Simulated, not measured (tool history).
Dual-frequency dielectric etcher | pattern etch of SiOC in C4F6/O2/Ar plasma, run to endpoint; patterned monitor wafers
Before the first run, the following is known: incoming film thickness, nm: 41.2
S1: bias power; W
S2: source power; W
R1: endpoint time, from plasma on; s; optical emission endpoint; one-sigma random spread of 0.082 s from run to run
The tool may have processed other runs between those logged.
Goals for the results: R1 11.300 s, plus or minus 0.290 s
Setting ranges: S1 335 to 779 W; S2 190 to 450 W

{"run": 1, "hour": 0.0, "S1": 557, "S2": 320, "R1": 13.637}
{"run": 2, "hour": 4.9, "S1": 557, "S2": 280, "R1": 14.839}
{"run": 3, "hour": 9.4, "S1": 557, "S2": 230, "R1": 16.664}
{"run": 4, "hour": 16.6, "S1": 557, "S2": 260, "R1": 15.48}
{"run": 5, "hour": 20.9, "S1": 577, "S2": 270, "R1": 14.954}
{"run": 6, "hour": 29.6, "S1": 596, "S2": 280, "R1": 14.547}
{"run": 7, "hour": 30.4, "S1": 596, "S2": 280, "R1": 14.676}
{"run": 8, "hour": 34.5, "S1": 607, "S2": 290, "R1": 14.094}
{"run": 9, "hour": 38.5, "S1": 622, "S2": 300, "R1": 13.686}
{"run": 10, "hour": 39.9, "S1": 635, "S2": 310, "R1": 13.687}
{"run": 11, "hour": 40.7, "S1": 641, "S2": 320, "R1": 13.239}
{"run": 12, "hour": 43.7, "S1": 650, "S2": 330, "R1": 12.853}
{"run": 13, "hour": 50.2, "S1": 659, "S2": 330, "R1": 12.875}
{"run": 14, "hour": 51.8, "S1": 667, "S2": 340, "R1": 12.456}
{"run": 15, "hour": 58.6, "S1": 675, "S2": 340, "R1": 12.783}
{"run": 16, "hour": 64.8, "S1": 679, "S2": 350, "R1": 12.409}

4 next moves are on the table. One of them brings every result within its allowed miss. Which?
{"run": "A", "hour": 71.0, "S1": 751, "S2": 440, "R1": "?"}
{"run": "B", "hour": 71.0, "S1": 694, "S2": 410, "R1": "?"}
{"run": "C", "hour": 71.0, "S1": 599, "S2": 330, "R1": "?"}
{"run": "D", "hour": 71.0, "S1": 646, "S2": 310, "R1": "?"}

move=A R1=10.589
move=B R1=11.217
move=C R1=13.094
move=D R1=13.278
A: carries the result that was furthest off beyond its target, to the other side
B: every result lands within tolerance
C: misses by more than the last run did
D: misses by more than the last run did
The move that meets every target is B.
